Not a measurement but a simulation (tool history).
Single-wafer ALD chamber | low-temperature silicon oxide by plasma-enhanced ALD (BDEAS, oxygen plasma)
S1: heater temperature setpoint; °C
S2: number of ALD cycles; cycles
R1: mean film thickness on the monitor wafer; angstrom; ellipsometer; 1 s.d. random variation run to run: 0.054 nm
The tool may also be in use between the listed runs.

run 1 hour=0 | S1=95 S2=61 | R1=84.815
run 2 hour=7 | S1=100 S2=61 | R1=81.925
run 3 hour=11 | S1=107 S2=61 | R1=82.335
run 4 hour=12.5 | S1=106 S2=64 | R1=85.765
run 5 hour=17.5 | S1=106 S2=59 | R1=79.31
run 6 hour=25.4 | S1=106 S2=53 | R1=71.058
run 7 hour=31.2 | S1=103 S2=57 | R1=76.59
run 8 hour=37.2 | S1=91 S2=67 | R1=93.585

Run 9 has not been measured yet. What should we expect?
run 9 hour=38.4 | S1=89 S2=68 | R1=?

{"run 9": {"R1": 94.731}}
